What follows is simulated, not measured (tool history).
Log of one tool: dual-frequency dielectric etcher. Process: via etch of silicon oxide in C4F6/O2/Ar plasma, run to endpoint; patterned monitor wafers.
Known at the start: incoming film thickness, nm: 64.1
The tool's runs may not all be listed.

Run 1, hour 0: bias power (W) 494, source power (W) 300, Ar flow (sccm) 229. Result: endpoint time (s) 14.977.
Run 2, hour 7.9: bias power (W) 424, source power (W) 300, Ar flow (sccm) 229. Result: endpoint time (s) 15.903.
Run 3, hour 13.6: bias power (W) 424, source power (W) 300, Ar flow (sccm) 250. Result: endpoint time (s) 15.77.
Run 4, hour 16.8: bias power (W) 424, source power (W) 300, Ar flow (sccm) 283. Result: endpoint time (s) 16.342.
Run 5, hour 23.5: bias power (W) 456, source power (W) 310, Ar flow (sccm) 281. Result: endpoint time (s) 15.615.
Run 6, hour 29.8: bias power (W) 456, source power (W) 360, Ar flow (sccm) 281. Result: endpoint time (s) 14.684.
Run 7, hour 34.8: bias power (W) 474, source power (W) 360, Ar flow (sccm) 280. Result: endpoint time (s) 14.35.
Run 8, hour 43.1: bias power (W) 488, source power (W) 360, Ar flow (sccm) 280. Result: endpoint time (s) 14.137.

The next listed run, before its measurement:
Run 9, hour 46.9: bias power (W) 499, source power (W) 360, Ar flow (sccm) 280. Result: endpoint time (s) ?.

endpoint time (s): 13.992
